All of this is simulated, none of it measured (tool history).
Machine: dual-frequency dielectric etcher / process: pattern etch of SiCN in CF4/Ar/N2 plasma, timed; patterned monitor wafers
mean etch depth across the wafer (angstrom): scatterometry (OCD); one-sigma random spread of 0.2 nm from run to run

run	hour	source power (W)	bias power (W)	Ar flow (sccm)	CF4 flow (sccm)	etch time (s)	mean etch depth across the wafer (angstrom)
1	0.0	360	55	96	75	98	609.93
2	0.9	360	55	96	67	98	594.01
3	1.8	360	55	111	67	98	580.94
4	3.3	360	55	111	78	98	601.68
5	6.7	360	55	119	78	98	592.71
6	8.7	350	55	119	78	98	586.93
7	13.4	340	55	119	78	98	568.79
8	20.2	330	55	119	78	98	559.33

Forecast run 9:
9	25.7	320	55	119	78	98	?

Run 9 yielded mean etch depth across the wafer (angstrom) 549.84.
